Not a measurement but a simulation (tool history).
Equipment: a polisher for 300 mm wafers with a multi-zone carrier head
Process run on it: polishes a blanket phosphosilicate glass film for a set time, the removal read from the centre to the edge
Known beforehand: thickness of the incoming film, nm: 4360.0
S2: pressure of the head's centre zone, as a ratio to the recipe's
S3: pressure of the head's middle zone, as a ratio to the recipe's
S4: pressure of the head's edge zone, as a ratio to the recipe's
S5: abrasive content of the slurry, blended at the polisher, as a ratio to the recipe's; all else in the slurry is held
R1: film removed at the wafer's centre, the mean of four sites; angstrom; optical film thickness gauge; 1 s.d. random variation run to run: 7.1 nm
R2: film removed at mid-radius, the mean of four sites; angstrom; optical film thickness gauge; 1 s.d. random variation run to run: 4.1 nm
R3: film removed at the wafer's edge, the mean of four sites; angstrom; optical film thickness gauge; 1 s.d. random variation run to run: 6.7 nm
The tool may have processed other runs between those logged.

{"run": 1, "day": 0.0, "flow of slurry (ml/min)": 320, "S2": 1, "S3": 1, "S4": 1, "S5": 1, "polishing time (s)": 42, "R1": 4847.4, "R2": 4803.1, "R3": 4923.2}
{"run": 2, "day": 0.329, "flow of slurry (ml/min)": 320, "S2": 1, "S3": 1, "S4": 1, "S5": 1, "polishing time (s)": 38, "R1": 4496.2, "R2": 4315, "R3": 4526.8}
{"run": 3, "day": 0.704, "flow of slurry (ml/min)": 320, "S2": 1, "S3": 1, "S4": 0.92, "S5": 1, "polishing time (s)": 38, "R1": 4442.7, "R2": 4339.1, "R3": 4283.4}
{"run": 4, "day": 0.754, "flow of slurry (ml/min)": 320, "S2": 1, "S3": 1, "S4": 0.87, "S5": 1, "polishing time (s)": 38, "R1": 4403.2, "R2": 4349.8, "R3": 4180}
{"run": 5, "day": 1.017, "flow of slurry (ml/min)": 320, "S2": 1, "S3": 1, "S4": 0.92, "S5": 1, "polishing time (s)": 38, "R1": 4399.8, "R2": 4308.6, "R3": 4314.2}
{"run": 6, "day": 1.275, "flow of slurry (ml/min)": 320, "S2": 1.01, "S3": 0.99, "S4": 0.97, "S5": 1.1, "polishing time (s)": 39, "R1": 4824.3, "R2": 4617.6, "R3": 4816.3}

The next listed run, before its measurement:
{"run": 7, "day": 1.454, "flow of slurry (ml/min)": 325, "S2": 1.03, "S3": 1, "S4": 1.01, "S5": 1.2, "polishing time (s)": 39, "R1": "?", "R2": "?", "R3": "?"}

R1: 5102.7 angstrom
R2: 4961 angstrom
R3: 5125.3 angstrom
